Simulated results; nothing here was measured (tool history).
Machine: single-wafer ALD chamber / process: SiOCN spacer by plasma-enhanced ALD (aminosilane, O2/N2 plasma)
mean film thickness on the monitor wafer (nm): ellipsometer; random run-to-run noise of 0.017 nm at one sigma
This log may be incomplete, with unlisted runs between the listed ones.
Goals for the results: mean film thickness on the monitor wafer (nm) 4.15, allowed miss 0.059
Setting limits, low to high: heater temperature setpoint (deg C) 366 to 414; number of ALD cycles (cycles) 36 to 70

run,hour,heater temperature setpoint (deg C),number of ALD cycles (cycles),mean film thickness on the monitor wafer (nm)
1,0,390,53,3.3975
2,5.7,390,56,3.561
3,14.1,390,59,3.781
4,15.7,390,61,3.9131
5,24.5,399,61,3.8763
6,32.7,399,62,3.9934
7,38.5,399,63,4.0021
8,46.2,399,64,4.0788

Pick the move, out of 4, that brings all results within their allowed miss; only one does.
A,53.9,403,68,?
B,53.9,391,67,?
C,53.9,398,63,?
D,53.9,393,65,?

move,mean film thickness on the monitor wafer (nm)
A,4.3068
B,4.2619
C,4.0075
D,4.1347
A: takes the biggest miss from the last run beyond its target
B: takes the biggest miss from the last run beyond its target
C: its largest miss is bigger than the last run's
D: every result lands within tolerance
D is the move that brings every result within its allowed miss.

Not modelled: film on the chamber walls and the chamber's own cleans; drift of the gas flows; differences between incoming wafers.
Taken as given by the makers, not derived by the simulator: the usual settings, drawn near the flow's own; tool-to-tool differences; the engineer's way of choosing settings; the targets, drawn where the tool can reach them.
